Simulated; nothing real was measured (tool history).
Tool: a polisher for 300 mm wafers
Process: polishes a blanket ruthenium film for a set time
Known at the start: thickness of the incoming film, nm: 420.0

| run | hour | flow of slurry (ml/min) | pressure of the wafer on the pad (psi) | speed of the pad under the wafer (m/s) | polishing time (s) | film removed (angstrom) |
|---|---|---|---|---|---|---|
| 1 | 0.0 | 120 | 2.2 | 0.96 | 90 | 844.65 |
| 2 | 4.9 | 125 | 2.3 | 0.96 | 90 | 886.96 |
| 3 | 10.9 | 130 | 2.4 | 0.96 | 90 | 962.13 |
| 4 | 15.7 | 130 | 2.4 | 0.80 | 90 | 811.38 |
| 5 | 22.8 | 130 | 2.4 | 0.64 | 90 | 700.08 |
| 6 | 28.3 | 130 | 2.4 | 0.74 | 90 | 766.79 |
| 7 | 37.2 | 135 | 2.5 | 0.74 | 90 | 806.24 |
| 8 | 44.1 | 140 | 2.6 | 0.74 | 90 | 841.65 |
| 9 | 46.0 | 140 | 2.7 | 0.74 | 90 | 866.06 |

Run 10, settings as shown, results not yet in. Your forecast:
| 10 | 51.2 | 145 | 2.8 | 0.74 | 90 | ? |

Run 10 came out at film removed (angstrom) 924.39.
